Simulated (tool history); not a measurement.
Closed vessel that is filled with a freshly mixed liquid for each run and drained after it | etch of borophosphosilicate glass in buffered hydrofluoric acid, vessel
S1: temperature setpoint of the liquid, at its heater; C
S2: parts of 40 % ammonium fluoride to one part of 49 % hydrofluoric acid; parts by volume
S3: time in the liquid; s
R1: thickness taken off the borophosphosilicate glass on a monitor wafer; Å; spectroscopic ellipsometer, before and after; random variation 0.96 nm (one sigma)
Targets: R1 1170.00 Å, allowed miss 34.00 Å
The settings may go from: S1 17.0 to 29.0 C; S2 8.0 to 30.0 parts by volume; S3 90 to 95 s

| run | hour | S1 | S2 | S3 | R1 |
|---|---|---|---|---|---|
| 1 | 0.0 | 21.0 | 22.5 | 90 | 784.02 |
| 2 | 1.7 | 18.5 | 22.5 | 90 | 673.57 |
| 3 | 9.8 | 20.0 | 22.5 | 90 | 738.28 |
| 4 | 11.8 | 21.0 | 22.5 | 90 | 773.58 |
| 5 | 21.0 | 22.0 | 22.5 | 90 | 807.09 |
| 6 | 25.6 | 22.0 | 22.5 | 95 | 862.27 |
| 7 | 28.9 | 23.0 | 22.5 | 95 | 916.63 |
| 8 | 36.3 | 24.0 | 22.5 | 95 | 952.18 |
| 9 | 39.9 | 24.5 | 22.5 | 95 | 982.99 |
| 10 | 46.5 | 28.0 | 22.0 | 95 | 1221.30 |

Which of these 4 next moves meets every target?
| A | 53.1 | 29.0 | 27.0 | 95 | ? |
| B | 53.1 | 29.0 | 26.0 | 90 | ? |
| C | 53.1 | 27.5 | 21.0 | 90 | ? |
| D | 53.1 | 28.5 | 20.5 | 95 | ? |

| move | R1 |
|---|---|
| A | 1115.70 |
| B | 1084.70 |
| C | 1159.70 |
| D | 1313.00 |
A: takes the result that was furthest off past its target
B: takes the result that was furthest off past its target
C: meets every target
D: further off than the last run
Move C is the one to make.

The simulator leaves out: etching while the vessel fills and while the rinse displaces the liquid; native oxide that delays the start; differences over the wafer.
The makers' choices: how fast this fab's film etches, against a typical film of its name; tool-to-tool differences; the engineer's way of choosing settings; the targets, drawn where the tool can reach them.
